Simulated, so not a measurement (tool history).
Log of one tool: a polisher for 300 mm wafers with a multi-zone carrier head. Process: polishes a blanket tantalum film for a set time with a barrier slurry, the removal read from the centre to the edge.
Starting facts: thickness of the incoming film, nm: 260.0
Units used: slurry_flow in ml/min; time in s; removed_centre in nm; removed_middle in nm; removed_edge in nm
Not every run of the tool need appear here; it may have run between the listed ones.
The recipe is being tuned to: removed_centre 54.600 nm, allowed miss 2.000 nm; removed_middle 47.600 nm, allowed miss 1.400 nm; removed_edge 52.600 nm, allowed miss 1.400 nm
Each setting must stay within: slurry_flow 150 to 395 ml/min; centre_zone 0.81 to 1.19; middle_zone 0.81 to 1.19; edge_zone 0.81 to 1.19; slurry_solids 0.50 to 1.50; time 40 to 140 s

run  hour  slurry_flow  centre_zone  middle_zone  edge_zone  slurry_solids  time  removed_centre  removed_middle  removed_edge
  1   0.0          250         1.00         1.00       1.00           1.00    90          68.962          67.575        71.032
  2   6.2          250         1.00         1.00       1.00           1.00    77          58.089          58.342        60.328
  3  14.0          240         1.00         0.95       0.96           0.95    77          57.987          54.077        58.265
  4  16.0          230         0.99         0.93       0.93           0.90    77          55.746          52.979        56.581
  5  18.3          230         0.99         0.93       0.93           0.90    94          69.977          64.039        69.770
  6  23.6          225         0.99         0.91       0.90           0.80    91          63.473          58.619        63.620
  7  25.7          220         1.00         0.89       0.88           0.70    90          59.375          54.277        59.364
  8  34.4          215         1.01         0.88       0.86           0.65    90          58.567          52.269        56.388
  9  41.1          205         1.01         0.86       0.85           0.65    90          58.580          49.949        56.234
 10  49.0          205         1.01         0.86       0.85           0.65    90          58.173          50.521        56.148
 11  50.4          195         1.01         0.86       0.84           0.65    90          58.349          50.496        55.427
 12  52.8          190         1.00         0.85       0.83           0.65    90          57.313          49.644        55.378

Below are 5 possible settings for the next run. Only one of them brings all results inside the allowed miss of their targets. Which is it?
  A  55.2          175         0.97         0.87       0.85           0.70    93               ?               ?             ?
  B  55.2          160         1.05         0.90       0.91           0.60    87               ?               ?             ?
  C  55.2          180         0.97         0.81       0.86           0.65    91               ?               ?             ?
  D  55.2          220         0.99         0.84       0.82           0.95    80               ?               ?             ?
  E  55.2          210         1.00         0.87       0.82           0.50    98               ?               ?             ?

move  removed_centre  removed_middle  removed_edge
   A          59.119          53.699        59.008
   B          55.527          47.937        53.039
   C          56.488          48.386        56.656
   D          59.559          51.311        56.681
   E          57.540          50.529        54.291
A: moves away from the targets compared with the last run
B: all results land within tolerance of their targets
C: moves away from the targets compared with the last run
D: moves away from the targets compared with the last run
E: moves away from the targets compared with the last run
Correct choice: B, which meets every target
